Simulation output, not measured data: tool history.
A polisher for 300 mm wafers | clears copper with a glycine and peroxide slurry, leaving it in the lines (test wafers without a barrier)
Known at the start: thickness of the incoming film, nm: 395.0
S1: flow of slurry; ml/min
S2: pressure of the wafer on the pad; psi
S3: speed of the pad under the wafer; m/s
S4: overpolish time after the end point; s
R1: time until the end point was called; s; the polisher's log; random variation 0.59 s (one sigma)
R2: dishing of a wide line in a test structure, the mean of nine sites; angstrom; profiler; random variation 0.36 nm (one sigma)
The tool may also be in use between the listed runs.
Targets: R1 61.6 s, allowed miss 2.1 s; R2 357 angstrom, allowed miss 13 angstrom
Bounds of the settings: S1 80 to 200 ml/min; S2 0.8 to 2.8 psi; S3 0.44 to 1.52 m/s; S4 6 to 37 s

run    day   S1   S2    S3  S4      R1      R2
  1      0  130  1.8  0.98  19  87.183  326.95
  2  0.121  155  1.8  0.98  19  82.294  329.89
  3  0.358  160  1.9  0.98  19   81.92  338.88
  4  0.612  160  1.9  0.98  14  80.848  295.34
  5  0.846  160  1.9  0.98   7  81.005  194.55
  6  1.096  160  2.1  0.98   9  77.718  237.14
  7  1.292  165  2.3     1  10  73.769  256.04
  8  1.417  165  2.4  1.02  11  70.461  275.57
  9  1.762  165  2.5  1.04  12  66.942  292.07
 10  1.842  165  2.6  1.04  13  66.037  306.92
 11  2.117  165  2.6  1.04  14  66.967  312.88
 12    2.2  165  2.6  1.06  15  65.032  320.48

Which of these 5 next moves meets every target?
  A  2.283  160  2.8     1  16   ?   ?
  B  2.283  190  2.1  1.26  20   ?   ?
  C  2.283  190  2.2  1.26  10   ?   ?
  D  2.283  155  2.7  0.98  16   ?   ?
  E  2.283  170    2  1.14  11   ?   ?

move      R1      R2
   A  66.172  326.51
   B   62.43   347.5
   C  60.937  274.76
   D  69.003  323.27
   E   70.48  271.41
A: nearer than the last run, and not there yet
B: meets every target
C: further off than the last run
D: further off than the last run
E: further off than the last run
Answer: B
